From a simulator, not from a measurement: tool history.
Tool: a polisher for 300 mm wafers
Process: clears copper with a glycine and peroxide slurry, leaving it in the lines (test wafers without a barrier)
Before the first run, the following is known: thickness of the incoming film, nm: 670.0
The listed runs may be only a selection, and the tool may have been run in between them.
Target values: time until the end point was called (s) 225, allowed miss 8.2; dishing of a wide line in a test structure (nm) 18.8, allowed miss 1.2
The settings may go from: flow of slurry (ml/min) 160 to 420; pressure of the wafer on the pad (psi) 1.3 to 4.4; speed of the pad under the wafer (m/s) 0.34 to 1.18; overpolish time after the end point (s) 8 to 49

run  hour  flow of slurry (ml/min)  pressure of the wafer on the pad (psi)  speed of the pad under the wafer (m/s)  overpolish time after the end point (s)  time until the end point was called (s)  dishing of a wide line in a test structure (nm)
  1     0                      270                                     2.8                                    0.76                                       25                                   178.71                                           60.846
  2   6.1                      330                                     2.8                                    0.76                                       25                                   174.21                                           62.339
  3  11.8                      330                                     2.8                                    0.76                                       35                                   173.18                                           81.581
  4  14.1                      350                                     2.5                                    0.76                                       29                                   181.79                                           64.716
  5  15.8                      395                                     2.5                                    0.76                                       29                                   186.36                                           68.238
  6  21.3                      330                                     2.5                                    0.76                                       29                                   185.54                                           65.239
  7  29.1                      295                                     2.2                                    0.76                                       24                                   207.13                                           53.107
  8  35.9                      265                                     2.1                                    0.76                                       20                                   210.22                                           44.088
  9  39.1                      265                                     2.1                                    0.76                                       20                                   211.55                                           44.932
 10  45.4                      190                                     1.3                                     0.9                                        8                                   266.38                                            16.06
 11    47                      200                                     1.3                                    0.92                                        8                                   258.55                                           16.664
 12  52.5                      205                                     1.3                                    0.94                                        8                                    258.5                                            15.91
 13  55.7                      215                                     1.4                                    0.94                                        8                                   239.62                                           16.623

Below are 4 possible settings for the next run. Only one of them brings all results inside the allowed miss of their targets. Which is it?
  A  58.9                      160                                     1.7                                    0.96                                        8                                        ?                                                ?
  B  58.9                      160                                     1.3                                     1.1                                        8                                        ?                                                ?
  C  58.9                      205                                     1.3                                    0.96                                        8                                        ?                                                ?
  D  58.9                      185                                     1.4                                       1                                        9                                        ?                                                ?

move  time until the end point was called (s)  dishing of a wide line in a test structure (nm)
   A                                   223.69                                           18.286
   B                                   239.61                                            17.05
   C                                   248.59                                           16.498
   D                                   237.43                                           19.226
A: all results in spec
B: as far off as the last run
C: further off than the last run
D: puts the biggest miss on target and leaves a different result outside tolerance
The right move is A.
